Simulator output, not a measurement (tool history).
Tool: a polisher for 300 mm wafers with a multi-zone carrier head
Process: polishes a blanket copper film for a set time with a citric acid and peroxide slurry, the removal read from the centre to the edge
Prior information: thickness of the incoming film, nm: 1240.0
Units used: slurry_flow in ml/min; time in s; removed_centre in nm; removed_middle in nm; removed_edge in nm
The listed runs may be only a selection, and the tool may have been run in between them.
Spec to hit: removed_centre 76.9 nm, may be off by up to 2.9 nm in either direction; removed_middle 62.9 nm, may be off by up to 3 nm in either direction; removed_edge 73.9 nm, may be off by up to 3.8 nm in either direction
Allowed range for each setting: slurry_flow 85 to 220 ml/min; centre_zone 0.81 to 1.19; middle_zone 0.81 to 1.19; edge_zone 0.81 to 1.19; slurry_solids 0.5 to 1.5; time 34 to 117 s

run 1 day=0 | slurry_flow=140 centre_zone=1 middle_zone=1 edge_zone=1 slurry_solids=1 time=75 | removed_centre=114.25 removed_middle=118.76 removed_edge=118.14
run 2 day=0.233 | slurry_flow=140 centre_zone=1 middle_zone=1 edge_zone=1 slurry_solids=1.2 time=75 | removed_centre=122.37 removed_middle=119.46 removed_edge=118.63
run 3 day=0.362 | slurry_flow=135 centre_zone=1.02 middle_zone=0.97 edge_zone=1 slurry_solids=1.15 time=69 | removed_centre=110.89 removed_middle=106.17 removed_edge=108
run 4 day=0.612 | slurry_flow=130 centre_zone=1.04 middle_zone=0.94 edge_zone=1.01 slurry_solids=1.1 time=65 | removed_centre=104.16 removed_middle=97.642 removed_edge=99.367
run 5 day=0.925 | slurry_flow=130 centre_zone=1.04 middle_zone=0.94 edge_zone=1.01 slurry_solids=1.25 time=65 | removed_centre=106.98 removed_middle=96.488 removed_edge=101.1
run 6 day=0.958 | slurry_flow=125 centre_zone=1.04 middle_zone=0.92 edge_zone=1.02 slurry_solids=1.25 time=61 | removed_centre=100.7 removed_middle=89.433 removed_edge=98.526
run 7 day=1.321 | slurry_flow=120 centre_zone=1.05 middle_zone=0.9 edge_zone=1.02 slurry_solids=1.25 time=58 | removed_centre=93.891 removed_middle=84.769 removed_edge=94.71
run 8 day=1.367 | slurry_flow=120 centre_zone=1.05 middle_zone=0.9 edge_zone=1.02 slurry_solids=1.25 time=58 | removed_centre=93.372 removed_middle=83.187 removed_edge=92.954
run 9 day=1.571 | slurry_flow=120 centre_zone=1.06 middle_zone=0.89 edge_zone=1.02 slurry_solids=1.25 time=56 | removed_centre=93.27 removed_middle=79.527 removed_edge=89.985
run 10 day=1.608 | slurry_flow=120 centre_zone=1.06 middle_zone=0.88 edge_zone=1.02 slurry_solids=1.2 time=54 | removed_centre=86.602 removed_middle=76.121 removed_edge=83.46
run 11 day=1.762 | slurry_flow=115 centre_zone=1.07 middle_zone=0.87 edge_zone=1.02 slurry_solids=1.2 time=53 | removed_centre=87.765 removed_middle=71.49 removed_edge=80.678
run 12 day=1.858 | slurry_flow=110 centre_zone=1.06 middle_zone=0.86 edge_zone=1.02 slurry_solids=1.2 time=53 | removed_centre=82.979 removed_middle=71.659 removed_edge=80.833
run 13 day=2.029 | slurry_flow=105 centre_zone=1.09 middle_zone=0.81 edge_zone=1.02 slurry_solids=0.95 time=49 | removed_centre=74.527 removed_middle=57.635 removed_edge=71.746
run 14 day=2.3 | slurry_flow=125 centre_zone=1.08 middle_zone=0.86 edge_zone=1.03 slurry_solids=1 time=49 | removed_centre=78.912 removed_middle=66.781 removed_edge=74.822

Which one of the following 5 next-run settings gets every result inside its allowed miss? There is exactly one.
run A day=2.571 | slurry_flow=155 centre_zone=1.14 middle_zone=1.02 edge_zone=0.99 slurry_solids=1.15 time=45 | removed_centre=? removed_middle=? removed_edge=?
run B day=2.571 | slurry_flow=170 centre_zone=1.16 middle_zone=0.81 edge_zone=1.08 slurry_solids=0.95 time=46 | removed_centre=? removed_middle=? removed_edge=?
run C day=2.571 | slurry_flow=85 centre_zone=1.15 middle_zone=0.81 edge_zone=1.06 slurry_solids=1.1 time=50 | removed_centre=? removed_middle=? removed_edge=?
run D day=2.571 | slurry_flow=85 centre_zone=1.09 middle_zone=0.84 edge_zone=0.97 slurry_solids=0.85 time=55 | removed_centre=? removed_middle=? removed_edge=?
run E day=2.571 | slurry_flow=150 centre_zone=1.08 middle_zone=0.92 edge_zone=1 slurry_solids=1.15 time=47 | removed_centre=? removed_middle=? removed_edge=?

move=A removed_centre=83.715 removed_middle=73.877 removed_edge=72.182
move=B removed_centre=85.153 removed_middle=60.921 removed_edge=74.937
move=C removed_centre=77.514 removed_middle=57.353 removed_edge=73.806
move=D removed_centre=76.641 removed_middle=61.664 removed_edge=73.898
move=E removed_centre=82.166 removed_middle=70.33 removed_edge=75.492
A: further off than the last run
B: meets the target for the result that was furthest off, but another lies outside its allowed miss
C: pushes the last run's worst result past its target
D: all results land within tolerance of their targets
E: further off than the last run
Move D is the one to make.
